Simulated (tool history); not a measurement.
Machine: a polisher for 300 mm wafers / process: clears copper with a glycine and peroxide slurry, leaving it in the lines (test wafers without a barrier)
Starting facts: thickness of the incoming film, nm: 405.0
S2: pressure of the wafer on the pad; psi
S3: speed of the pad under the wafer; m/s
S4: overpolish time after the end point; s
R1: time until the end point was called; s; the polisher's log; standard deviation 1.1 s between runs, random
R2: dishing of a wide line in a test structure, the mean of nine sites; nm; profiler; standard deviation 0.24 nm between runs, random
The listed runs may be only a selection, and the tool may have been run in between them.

run 1 hour=0.0 | flow_of_slurry_(ml/min)=295 S2=2.1 S3=0.96 S4=14 | R1=103.350 R2=30.448
run 2 hour=6.4 | flow_of_slurry_(ml/min)=275 S2=2.0 S3=1.02 S4=11 | R1=104.320 R2=24.721
run 3 hour=11.4 | flow_of_slurry_(ml/min)=275 S2=2.0 S3=1.02 S4=16 | R1=103.060 R2=32.585
run 4 hour=20.2 | flow_of_slurry_(ml/min)=245 S2=1.9 S3=1.12 S4=12 | R1=103.930 R2=26.388
run 5 hour=24.9 | flow_of_slurry_(ml/min)=195 S2=1.9 S3=1.12 S4=12 | R1=101.620 R2=26.815
run 6 hour=26.9 | flow_of_slurry_(ml/min)=195 S2=1.9 S3=0.94 S4=12 | R1=117.630 R2=24.159
run 7 hour=32.2 | flow_of_slurry_(ml/min)=195 S2=1.9 S3=1.04 S4=9 | R1=109.260 R2=20.089
run 8 hour=35.5 | flow_of_slurry_(ml/min)=195 S2=2.0 S3=1.04 S4=8 | R1=103.890 R2=18.985
run 9 hour=38.9 | flow_of_slurry_(ml/min)=195 S2=2.2 S3=1.02 S4=4 | R1=99.229 R2=10.623
run 10 hour=44.6 | flow_of_slurry_(ml/min)=195 S2=2.1 S3=1.08 S4=4 | R1=100.000 R2=10.748

Expected results for the next run?
run 11 hour=45.8 | flow_of_slurry_(ml/min)=195 S2=2.0 S3=1.12 S4=5 | R1=? R2=?

{"run 11": {"R1": 98.91, "R2": 12.962}}
